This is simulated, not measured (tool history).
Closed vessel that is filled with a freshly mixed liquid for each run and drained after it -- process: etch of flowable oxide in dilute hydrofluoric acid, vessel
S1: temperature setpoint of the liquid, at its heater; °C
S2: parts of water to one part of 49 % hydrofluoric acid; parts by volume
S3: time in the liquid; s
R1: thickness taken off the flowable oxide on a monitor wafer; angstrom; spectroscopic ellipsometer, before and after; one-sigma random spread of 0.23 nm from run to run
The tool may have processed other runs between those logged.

run  hour    S1   S2  S3      R1
  1   0.0  22.0  105  95  168.61
  2   4.3  24.5   95  95  208.47
  3  10.4  26.0   90  95  236.69
  4  15.7  26.0   90  95  234.81
  5  24.1  27.0   85  95  259.18
  6  32.8  28.0   85  95  269.41
  7  39.3  28.5   85  95  273.15
  8  39.9  29.0   85  95  283.21
  9  44.9  29.5   85  95  287.07

The next listed run, before its measurement:
 10  47.5  30.0  85  95   ?

Logged for run 10: R1 289.64 angstrom.
